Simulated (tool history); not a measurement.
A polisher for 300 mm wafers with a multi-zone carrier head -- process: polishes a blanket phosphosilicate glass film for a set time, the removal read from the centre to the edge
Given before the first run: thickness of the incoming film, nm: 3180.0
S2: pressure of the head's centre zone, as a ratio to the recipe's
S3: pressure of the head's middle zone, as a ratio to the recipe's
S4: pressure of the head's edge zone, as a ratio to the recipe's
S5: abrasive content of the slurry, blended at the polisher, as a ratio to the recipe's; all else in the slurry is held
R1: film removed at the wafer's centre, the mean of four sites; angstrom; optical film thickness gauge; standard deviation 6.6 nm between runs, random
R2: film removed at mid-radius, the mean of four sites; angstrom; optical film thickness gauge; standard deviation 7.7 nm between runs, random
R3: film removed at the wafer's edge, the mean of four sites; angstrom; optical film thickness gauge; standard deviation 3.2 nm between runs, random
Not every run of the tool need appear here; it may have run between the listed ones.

{"run": 1, "hour": 0.0, "flow of slurry (ml/min)": 285, "S2": 1.0, "S3": 1.0, "S4": 1.0, "S5": 1.0, "polishing time (s)": 66, "R1": 6385.4, "R2": 6511.2, "R3": 6534.9}
{"run": 2, "hour": 9.0, "flow of slurry (ml/min)": 285, "S2": 1.0, "S3": 1.0, "S4": 0.98, "S5": 0.95, "polishing time (s)": 66, "R1": 6359.7, "R2": 6410.0, "R3": 6274.9}
{"run": 3, "hour": 10.1, "flow of slurry (ml/min)": 325, "S2": 1.0, "S3": 1.0, "S4": 0.98, "S5": 0.95, "polishing time (s)": 66, "R1": 6589.2, "R2": 6523.1, "R3": 6341.8}
{"run": 4, "hour": 14.2, "flow of slurry (ml/min)": 320, "S2": 0.99, "S3": 1.0, "S4": 0.97, "S5": 0.9, "polishing time (s)": 66, "R1": 6298.3, "R2": 6508.4, "R3": 6213.2}
{"run": 5, "hour": 21.1, "flow of slurry (ml/min)": 315, "S2": 0.99, "S3": 0.99, "S4": 0.96, "S5": 0.85, "polishing time (s)": 66, "R1": 6279.7, "R2": 6233.9, "R3": 6025.4}
{"run": 6, "hour": 29.4, "flow of slurry (ml/min)": 310, "S2": 0.98, "S3": 0.99, "S4": 0.95, "S5": 0.85, "polishing time (s)": 66, "R1": 5965.3, "R2": 6108.1, "R3": 5989.3}

Predict the results of run 7:
{"run": 7, "hour": 35.4, "flow of slurry (ml/min)": 305, "S2": 0.98, "S3": 0.99, "S4": 0.94, "S5": 0.85, "polishing time (s)": 66, "R1": "?", "R2": "?", "R3": "?"}

{"run 7": {"R1": 6008.7, "R2": 6222.0, "R3": 5952.4}}
